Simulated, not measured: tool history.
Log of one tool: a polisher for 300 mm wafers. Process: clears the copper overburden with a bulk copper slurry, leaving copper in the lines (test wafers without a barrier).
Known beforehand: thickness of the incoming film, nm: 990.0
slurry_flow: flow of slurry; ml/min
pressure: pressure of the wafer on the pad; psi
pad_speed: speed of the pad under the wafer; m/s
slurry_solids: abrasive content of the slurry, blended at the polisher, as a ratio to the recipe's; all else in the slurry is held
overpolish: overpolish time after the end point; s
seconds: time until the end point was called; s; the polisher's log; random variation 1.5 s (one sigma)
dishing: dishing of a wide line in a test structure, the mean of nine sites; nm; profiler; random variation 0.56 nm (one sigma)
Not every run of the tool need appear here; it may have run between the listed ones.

run  hour  slurry_flow  pressure  pad_speed  slurry_solids  overpolish  seconds  dishing
  1   0.0          125       3.4       1.18           1.00          15   78.749   67.442
  2   2.1          125       3.4       0.94           1.00          15   97.928   61.034
  3   7.0          135       3.2       0.96           1.05          14   99.157   59.080
  4  15.0          135       3.2       1.16           1.05          14   80.849   62.783
  5  23.6          135       3.2       1.16           1.05           9   83.508   52.260
  6  25.5          140       3.0       1.18           1.10           8   81.813   47.048
  7  32.9          140       2.9       1.18           1.10           8   84.743   46.020
  8  37.7          135       2.0       1.26           1.10           4  105.640   23.442

Predict the results of run 9:
  9  38.4          140       2.1       1.24           1.10           5        ?        ?

{"run 9": {"seconds": 99.485, "dishing": 29.055}}
